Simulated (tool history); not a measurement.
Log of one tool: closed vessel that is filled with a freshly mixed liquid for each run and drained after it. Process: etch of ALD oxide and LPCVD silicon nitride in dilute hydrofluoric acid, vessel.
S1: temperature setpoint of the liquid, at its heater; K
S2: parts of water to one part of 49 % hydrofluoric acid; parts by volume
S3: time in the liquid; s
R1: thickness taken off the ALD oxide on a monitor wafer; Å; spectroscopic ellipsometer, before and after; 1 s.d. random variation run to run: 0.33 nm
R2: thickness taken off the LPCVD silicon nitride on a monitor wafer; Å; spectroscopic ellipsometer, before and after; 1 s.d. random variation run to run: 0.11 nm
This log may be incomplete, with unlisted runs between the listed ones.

Run 1, day 0: S1 295.15 K, S2 110 parts by volume, S3 60 s. Result: R1 151.99 Å, R2 2.5444 Å.
Run 2, day 0.042: S1 296.15 K, S2 95 parts by volume, S3 60 s. Result: R1 187.34 Å, R2 2.2959 Å.
Run 3, day 0.367: S1 296.65 K, S2 85 parts by volume, S3 60 s. Result: R1 214.31 Å, R2 3.1521 Å.
Run 4, day 0.575: S1 297.65 K, S2 75 parts by volume, S3 60 s. Result: R1 257.58 Å, R2 4.0394 Å.
Run 5, day 0.654: S1 299.65 K, S2 75 parts by volume, S3 60 s. Result: R1 277.33 Å, R2 4.3728 Å.
Run 6, day 0.846: S1 300.15 K, S2 65 parts by volume, S3 60 s. Result: R1 330.23 Å, R2 4.9076 Å.
Run 7, day 0.888: S1 300.65 K, S2 60 parts by volume, S3 60 s. Result: R1 370.49 Å, R2 4.7304 Å.
Run 8, day 0.996: S1 301.15 K, S2 55 parts by volume, S3 60 s. Result: R1 414.9 Å, R2 5.5399 Å.
Run 9, day 1.3: S1 301.65 K, S2 50 parts by volume, S3 60 s. Result: R1 467.63 Å, R2 5.9619 Å.

For run 10, what comes out?
Run 10, day 1.621: S1 302.65 K, S2 45 parts by volume, S3 60 s. Result: R1 ?, R2 ?.

{"run 10": {"R1": 540.6, "R2": 9.8284}}
